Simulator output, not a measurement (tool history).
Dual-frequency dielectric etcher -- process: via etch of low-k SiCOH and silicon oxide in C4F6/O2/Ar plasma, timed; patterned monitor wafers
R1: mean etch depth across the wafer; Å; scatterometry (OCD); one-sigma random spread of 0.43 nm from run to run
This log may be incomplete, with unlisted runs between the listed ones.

{"run": 1, "hour": 0.0, "source power (kW)": 0.4, "bias power (kW)": 0.227, "etch time (s)": 51, "R1": 1519.5}
{"run": 2, "hour": 5.1, "source power (kW)": 0.4, "bias power (kW)": 0.227, "etch time (s)": 51, "R1": 1523.3}
{"run": 3, "hour": 5.7, "source power (kW)": 0.37, "bias power (kW)": 0.21, "etch time (s)": 51, "R1": 1413.4}
{"run": 4, "hour": 8.9, "source power (kW)": 0.37, "bias power (kW)": 0.21, "etch time (s)": 51, "R1": 1401.5}
{"run": 5, "hour": 15.9, "source power (kW)": 0.35, "bias power (kW)": 0.198, "etch time (s)": 51, "R1": 1340.6}
{"run": 6, "hour": 20.2, "source power (kW)": 0.33, "bias power (kW)": 0.186, "etch time (s)": 51, "R1": 1253.8}
{"run": 7, "hour": 22.1, "source power (kW)": 0.25, "bias power (kW)": 0.142, "etch time (s)": 51, "R1": 934.2}
{"run": 8, "hour": 28.2, "source power (kW)": 0.26, "bias power (kW)": 0.142, "etch time (s)": 51, "R1": 953.9}

For run 9, what comes out?
{"run": 9, "hour": 28.9, "source power (kW)": 0.32, "bias power (kW)": 0.148, "etch time (s)": 51, "R1": "?"}

R1: 1068.5 Å
